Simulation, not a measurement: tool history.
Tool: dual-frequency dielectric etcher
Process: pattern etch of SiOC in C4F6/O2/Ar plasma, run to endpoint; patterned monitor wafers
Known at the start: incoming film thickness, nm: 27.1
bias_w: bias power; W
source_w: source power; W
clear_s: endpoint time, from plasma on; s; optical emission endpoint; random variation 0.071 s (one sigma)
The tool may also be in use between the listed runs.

run,hour,bias_w,source_w,clear_s
1,0,514,410,8.1947
2,1.9,514,430,8.1161
3,8.7,514,370,8.4983
4,11,487,360,8.8561
5,15.7,467,360,9.009
6,18.9,521,360,8.5829
7,20.9,495,350,8.8998

Run 8 comes next. What will it give?
8,22.3,475,350,?

Run 8 gave clear_s 9.0729 s.
